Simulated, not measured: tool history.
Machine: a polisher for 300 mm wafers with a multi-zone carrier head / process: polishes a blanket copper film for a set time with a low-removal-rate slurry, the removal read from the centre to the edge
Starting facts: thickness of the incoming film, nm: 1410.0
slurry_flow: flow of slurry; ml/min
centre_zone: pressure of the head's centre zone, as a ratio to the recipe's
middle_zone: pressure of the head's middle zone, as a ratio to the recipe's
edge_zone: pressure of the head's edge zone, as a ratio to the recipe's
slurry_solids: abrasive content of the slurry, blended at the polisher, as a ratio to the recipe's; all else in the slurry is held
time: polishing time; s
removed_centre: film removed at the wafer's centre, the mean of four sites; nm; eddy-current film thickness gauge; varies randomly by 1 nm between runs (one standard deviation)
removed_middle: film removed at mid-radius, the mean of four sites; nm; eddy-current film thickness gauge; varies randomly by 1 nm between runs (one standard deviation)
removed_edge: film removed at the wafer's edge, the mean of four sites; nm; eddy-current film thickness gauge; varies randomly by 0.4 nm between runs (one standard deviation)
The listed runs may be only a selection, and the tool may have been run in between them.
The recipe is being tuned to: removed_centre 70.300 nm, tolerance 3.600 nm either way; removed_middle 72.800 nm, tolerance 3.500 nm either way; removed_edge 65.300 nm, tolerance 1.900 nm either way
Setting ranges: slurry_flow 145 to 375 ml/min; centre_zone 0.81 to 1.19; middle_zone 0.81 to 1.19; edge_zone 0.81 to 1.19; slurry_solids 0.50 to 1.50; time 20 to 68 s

| run | hour | slurry_flow | centre_zone | middle_zone | edge_zone | slurry_solids | time | removed_centre | removed_middle | removed_edge |
|---|---|---|---|---|---|---|---|---|---|---|
| 1 | 0.0 | 240 | 1.00 | 1.00 | 1.00 | 1.00 | 44 | 95.938 | 93.261 | 94.093 |
| 2 | 7.6 | 240 | 1.00 | 1.08 | 1.00 | 1.00 | 44 | 97.132 | 101.770 | 94.576 |
| 3 | 12.6 | 240 | 1.00 | 1.08 | 1.00 | 0.85 | 44 | 92.606 | 99.083 | 91.841 |
| 4 | 19.6 | 240 | 1.00 | 1.07 | 0.98 | 0.80 | 43 | 91.359 | 91.119 | 87.651 |
| 5 | 23.3 | 240 | 0.99 | 1.09 | 0.96 | 0.75 | 42 | 84.125 | 92.763 | 84.681 |
| 6 | 27.8 | 240 | 1.00 | 1.09 | 0.94 | 0.70 | 41 | 83.474 | 87.520 | 80.854 |
| 7 | 35.3 | 240 | 1.00 | 1.09 | 0.92 | 0.65 | 40 | 80.863 | 85.683 | 76.286 |
| 8 | 40.4 | 215 | 0.95 | 0.99 | 0.83 | 0.50 | 37 | 66.443 | 68.892 | 64.295 |

Which single option among these 4 for the next run brings every result within its allowed miss of target? Just one does.
| A | 45.5 | 230 | 0.93 | 0.99 | 0.84 | 0.50 | 36 | ? | ? | ? |
| B | 45.5 | 145 | 0.91 | 1.13 | 0.89 | 0.70 | 37 | ? | ? | ? |
| C | 45.5 | 280 | 1.00 | 1.04 | 0.87 | 0.50 | 36 | ? | ? | ? |
| D | 45.5 | 175 | 0.86 | 1.03 | 0.86 | 0.80 | 36 | ? | ? | ? |

| move | removed_centre | removed_middle | removed_edge |
|---|---|---|---|
| A | 64.179 | 69.534 | 63.695 |
| B | 61.893 | 75.790 | 66.548 |
| C | 70.972 | 73.653 | 65.896 |
| D | 60.946 | 73.787 | 67.254 |
A: gets the furthest-off result to its target, but another result is out of tolerance
B: gets the furthest-off result to its target, but another result is out of tolerance
C: meets every target
D: gets the furthest-off result to its target, but another result is out of tolerance
The move that meets every target is C.
